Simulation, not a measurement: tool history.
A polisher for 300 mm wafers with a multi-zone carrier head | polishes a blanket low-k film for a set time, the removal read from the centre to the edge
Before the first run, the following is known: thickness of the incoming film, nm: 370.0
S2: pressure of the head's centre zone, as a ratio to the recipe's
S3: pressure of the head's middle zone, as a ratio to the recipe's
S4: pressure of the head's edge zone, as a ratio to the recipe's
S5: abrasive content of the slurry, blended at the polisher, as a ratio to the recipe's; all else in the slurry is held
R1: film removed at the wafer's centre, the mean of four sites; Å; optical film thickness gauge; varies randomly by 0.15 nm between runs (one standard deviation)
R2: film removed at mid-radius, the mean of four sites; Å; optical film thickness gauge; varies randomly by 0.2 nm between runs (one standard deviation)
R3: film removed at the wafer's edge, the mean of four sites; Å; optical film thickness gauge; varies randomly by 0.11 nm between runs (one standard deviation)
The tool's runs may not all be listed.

Run 1, hour 0.0: flow of slurry (ml/min) 230, S2 1.00, S3 1.00, S4 1.00, S5 1.00, polishing time (s) 54. Result: R1 255.91 Å, R2 239.58 Å, R3 242.12 Å.
Run 2, hour 0.8: flow of slurry (ml/min) 230, S2 1.00, S3 1.07, S4 1.00, S5 1.00, polishing time (s) 54. Result: R1 257.33 Å, R2 251.24 Å, R3 242.82 Å.
Run 3, hour 8.6: flow of slurry (ml/min) 190, S2 1.00, S3 1.07, S4 1.00, S5 1.00, polishing time (s) 54. Result: R1 248.53 Å, R2 243.77 Å, R3 241.35 Å.
Run 4, hour 11.4: flow of slurry (ml/min) 190, S2 1.00, S3 1.07, S4 1.00, S5 1.00, polishing time (s) 49. Result: R1 219.97 Å, R2 220.90 Å, R3 215.94 Å.
Run 5, hour 16.8: flow of slurry (ml/min) 190, S2 1.00, S3 1.07, S4 1.00, S5 0.90, polishing time (s) 49. Result: R1 216.20 Å, R2 210.70 Å, R3 209.85 Å.
Run 6, hour 21.6: flow of slurry (ml/min) 190, S2 0.99, S3 1.05, S4 0.99, S5 0.85, polishing time (s) 48. Result: R1 203.54 Å, R2 195.93 Å, R3 199.50 Å.
Run 7, hour 26.5: flow of slurry (ml/min) 190, S2 0.98, S3 1.04, S4 0.98, S5 0.80, polishing time (s) 48. Result: R1 199.84 Å, R2 190.32 Å, R3 196.41 Å.
Run 8, hour 27.2: flow of slurry (ml/min) 190, S2 0.97, S3 1.03, S4 0.97, S5 0.75, polishing time (s) 47. Result: R1 187.18 Å, R2 182.84 Å, R3 185.47 Å.
Run 9, hour 32.6: flow of slurry (ml/min) 185, S2 0.96, S3 1.01, S4 0.96, S5 0.70, polishing time (s) 47. Result: R1 178.22 Å, R2 175.99 Å, R3 178.05 Å.
Run 10, hour 35.8: flow of slurry (ml/min) 180, S2 0.96, S3 0.99, S4 0.96, S5 0.70, polishing time (s) 47. Result: R1 180.39 Å, R2 175.74 Å, R3 178.28 Å.
Run 11, hour 40.6: flow of slurry (ml/min) 180, S2 0.96, S3 0.98, S4 0.97, S5 0.65, polishing time (s) 47. Result: R1 174.02 Å, R2 167.64 Å, R3 173.41 Å.

Run 12 is up next; what results do you expect?
Run 12, hour 48.4: flow of slurry (ml/min) 175, S2 0.96, S3 0.96, S4 0.97, S5 0.65, polishing time (s) 47. Result: R1 ?, R2 ?, R3 ?.

R1: 173.51 Å
R2: 168.89 Å
R3: 173.06 Å
